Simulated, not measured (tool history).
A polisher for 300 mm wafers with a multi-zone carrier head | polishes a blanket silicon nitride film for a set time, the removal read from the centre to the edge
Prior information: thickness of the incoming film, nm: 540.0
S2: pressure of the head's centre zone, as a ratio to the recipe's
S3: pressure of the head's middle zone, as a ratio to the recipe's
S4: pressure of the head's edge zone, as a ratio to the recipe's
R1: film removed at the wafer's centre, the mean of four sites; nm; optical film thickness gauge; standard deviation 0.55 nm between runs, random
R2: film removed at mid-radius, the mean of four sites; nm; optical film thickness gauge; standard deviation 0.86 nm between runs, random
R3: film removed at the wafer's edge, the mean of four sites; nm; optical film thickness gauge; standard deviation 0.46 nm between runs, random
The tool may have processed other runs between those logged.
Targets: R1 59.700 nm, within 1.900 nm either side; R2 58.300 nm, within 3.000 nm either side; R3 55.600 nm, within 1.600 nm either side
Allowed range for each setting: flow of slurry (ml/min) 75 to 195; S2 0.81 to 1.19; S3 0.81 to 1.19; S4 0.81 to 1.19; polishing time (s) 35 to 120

{"run": 1, "day": 0.0, "flow of slurry (ml/min)": 125, "S2": 1.0, "S3": 1.0, "S4": 1.0, "polishing time (s)": 77, "R1": 90.858, "R2": 94.774, "R3": 94.089}
{"run": 2, "day": 0.25, "flow of slurry (ml/min)": 125, "S2": 1.0, "S3": 1.0, "S4": 0.98, "polishing time (s)": 73, "R1": 87.484, "R2": 87.441, "R3": 87.81}
{"run": 3, "day": 0.558, "flow of slurry (ml/min)": 125, "S2": 1.0, "S3": 1.0, "S4": 0.98, "polishing time (s)": 91, "R1": 110.73, "R2": 113.37, "R3": 110.23}
{"run": 4, "day": 0.825, "flow of slurry (ml/min)": 125, "S2": 1.0, "S3": 1.08, "S4": 0.98, "polishing time (s)": 91, "R1": 109.73, "R2": 121.44, "R3": 111.15}
{"run": 5, "day": 0.975, "flow of slurry (ml/min)": 125, "S2": 1.0, "S3": 1.07, "S4": 0.96, "polishing time (s)": 86, "R1": 103.06, "R2": 110.31, "R3": 101.54}
{"run": 6, "day": 1.162, "flow of slurry (ml/min)": 125, "S2": 1.0, "S3": 1.07, "S4": 0.89, "polishing time (s)": 86, "R1": 103.18, "R2": 109.93, "R3": 99.724}
{"run": 7, "day": 1.367, "flow of slurry (ml/min)": 125, "S2": 1.0, "S3": 1.07, "S4": 0.88, "polishing time (s)": 81, "R1": 96.548, "R2": 106.05, "R3": 93.226}
{"run": 8, "day": 1.5, "flow of slurry (ml/min)": 105, "S2": 1.06, "S3": 0.97, "S4": 0.85, "polishing time (s)": 59, "R1": 70.247, "R2": 66.206, "R3": 64.225}
{"run": 9, "day": 1.746, "flow of slurry (ml/min)": 85, "S2": 1.03, "S3": 0.98, "S4": 0.81, "polishing time (s)": 50, "R1": 53.463, "R2": 53.689, "R3": 51.241}
{"run": 10, "day": 1.821, "flow of slurry (ml/min)": 90, "S2": 1.03, "S3": 0.98, "S4": 0.81, "polishing time (s)": 50, "R1": 55.425, "R2": 56.762, "R3": 51.66}
{"run": 11, "day": 1.992, "flow of slurry (ml/min)": 90, "S2": 1.03, "S3": 0.98, "S4": 0.82, "polishing time (s)": 50, "R1": 53.903, "R2": 55.703, "R3": 52.177}

4 candidate next runs follow, results not yet known. Just one meets every target within its allowed miss. Identify it.
{"run": "A", "day": 2.162, "flow of slurry (ml/min)": 115, "S2": 0.96, "S3": 1.13, "S4": 0.81, "polishing time (s)": 51, "R1": "?", "R2": "?", "R3": "?"}
{"run": "B", "day": 2.162, "flow of slurry (ml/min)": 95, "S2": 1.07, "S3": 1.0, "S4": 0.87, "polishing time (s)": 51, "R1": "?", "R2": "?", "R3": "?"}
{"run": "C", "day": 2.162, "flow of slurry (ml/min)": 100, "S2": 1.06, "S3": 0.99, "S4": 0.98, "polishing time (s)": 51, "R1": "?", "R2": "?", "R3": "?"}
{"run": "D", "day": 2.162, "flow of slurry (ml/min)": 95, "S2": 0.97, "S3": 1.08, "S4": 0.81, "polishing time (s)": 44, "R1": "?", "R2": "?", "R3": "?"}

move=A R1=56.113 R2=67.504 R3=55.571
move=B R1=58.441 R2=57.516 R3=55.194
move=C R1=59.045 R2=58.031 R3=59.017
move=D R1=45.699 R2=52.879 R3=46.085
A: about as far from the targets as the last run
B: in spec on every target
C: brings the result that was furthest off to its target, and leaves another outside
D: its largest miss is bigger than the last run's
The right move is B.
